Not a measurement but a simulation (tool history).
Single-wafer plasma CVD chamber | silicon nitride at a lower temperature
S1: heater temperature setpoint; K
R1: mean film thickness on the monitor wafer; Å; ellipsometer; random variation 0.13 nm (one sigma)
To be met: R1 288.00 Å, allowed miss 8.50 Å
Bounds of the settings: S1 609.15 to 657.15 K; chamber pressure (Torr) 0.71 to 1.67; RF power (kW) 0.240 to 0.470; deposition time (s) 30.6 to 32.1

Run 1, day 0.000: S1 633.15 K, chamber pressure (Torr) 1.19, RF power (kW) 0.355, deposition time (s) 32.1. Result: R1 367.76 Å.
Run 2, day 0.171: S1 633.15 K, chamber pressure (Torr) 1.12, RF power (kW) 0.330, deposition time (s) 31.7. Result: R1 339.53 Å.
Run 3, day 0.496: S1 633.15 K, chamber pressure (Torr) 1.05, RF power (kW) 0.315, deposition time (s) 31.5. Result: R1 320.53 Å.
Run 4, day 0.542: S1 641.15 K, chamber pressure (Torr) 1.05, RF power (kW) 0.315, deposition time (s) 31.5. Result: R1 319.13 Å.
At day 0.796: capacitance manometer re-zeroed and calibrated.
Run 5, day 0.796: S1 641.15 K, chamber pressure (Torr) 0.99, RF power (kW) 0.310, deposition time (s) 31.5. Result: R1 306.51 Å.
Run 6, day 1.033: S1 641.15 K, chamber pressure (Torr) 0.96, RF power (kW) 0.310, deposition time (s) 31.5. Result: R1 304.86 Å.
Run 7, day 1.350: S1 641.15 K, chamber pressure (Torr) 0.93, RF power (kW) 0.310, deposition time (s) 31.5. Result: R1 301.51 Å.
Run 8, day 1.550: S1 641.15 K, chamber pressure (Torr) 0.90, RF power (kW) 0.310, deposition time (s) 31.5. Result: R1 297.39 Å.

Which of these 4 next moves meets every target?
Run A, day 1.750: S1 638.15 K, chamber pressure (Torr) 1.03, RF power (kW) 0.290, deposition time (s) 32.1. Result: R1 ?.
Run B, day 1.750: S1 638.15 K, chamber pressure (Torr) 1.04, RF power (kW) 0.315, deposition time (s) 30.6. Result: R1 ?.
Run C, day 1.750: S1 645.15 K, chamber pressure (Torr) 0.95, RF power (kW) 0.295, deposition time (s) 31.4. Result: R1 ?.
Run D, day 1.750: S1 629.15 K, chamber pressure (Torr) 0.97, RF power (kW) 0.300, deposition time (s) 32.1. Result: R1 ?.

move      R1
   A  300.28
   B  305.58
   C  289.54
   D  303.40
A: further off than the last run
B: further off than the last run
C: meets every target
D: further off than the last run
Answer: C

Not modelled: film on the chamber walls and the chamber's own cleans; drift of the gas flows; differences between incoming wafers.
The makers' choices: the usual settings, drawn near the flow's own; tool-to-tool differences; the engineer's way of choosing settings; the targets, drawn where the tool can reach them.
